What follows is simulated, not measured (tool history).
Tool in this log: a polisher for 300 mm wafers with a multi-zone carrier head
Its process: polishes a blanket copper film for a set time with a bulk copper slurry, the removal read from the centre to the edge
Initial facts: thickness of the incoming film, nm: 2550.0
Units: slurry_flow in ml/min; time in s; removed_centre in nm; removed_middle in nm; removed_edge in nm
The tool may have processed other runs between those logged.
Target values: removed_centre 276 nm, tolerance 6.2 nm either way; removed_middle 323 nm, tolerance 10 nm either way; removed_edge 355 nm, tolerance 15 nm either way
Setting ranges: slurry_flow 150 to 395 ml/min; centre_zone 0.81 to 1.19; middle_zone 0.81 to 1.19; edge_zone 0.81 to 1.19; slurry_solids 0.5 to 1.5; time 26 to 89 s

run,hour,slurry_flow,centre_zone,middle_zone,edge_zone,slurry_solids,time,removed_centre,removed_middle,removed_edge
1,0,250,1,1,1,1,57,527.41,523.07,550.34
2,8.2,250,1,1,1,1.1,57,537.17,534.53,557.21
3,13.8,230,0.94,0.99,0.99,0.95,51,436.7,452.92,487.94
4,21,215,0.9,0.99,0.97,0.8,47,376.67,408.45,421.21
5,24,200,0.87,0.99,1,0.7,44,325.23,372.7,390.24
6,32.4,200,0.87,0.99,1.05,0.7,44,324.19,372.61,392.67
7,36.5,190,0.85,0.97,1.05,0.65,43,304.42,356.45,391.49
8,44.7,190,0.84,0.96,1.03,0.6,42,292.15,336.23,374.41
9,49.4,185,0.83,0.96,1.01,0.55,42,285.23,335.2,365.06
10,52.1,180,0.83,0.95,1,0.55,42,287.27,327.69,362.16

Which single option among these 4 for the next run brings every result within its allowed miss of target? Just one does.
A,54.8,245,0.86,0.92,0.99,0.6,41,?,?,?
B,54.8,165,0.84,0.97,1.04,0.55,41,?,?,?
C,54.8,270,0.88,0.86,1.05,0.55,39,?,?,?
D,54.8,170,0.86,0.96,1,0.5,44,?,?,?

move,removed_centre,removed_middle,removed_edge
A,308.44,332.09,365.1
B,279.2,324,354.26
C,301.04,299.18,357.3
D,305.62,343.11,370.78
A: further off than the last run
B: each result inside its tolerance
C: further off than the last run
D: further off than the last run
Answer: B
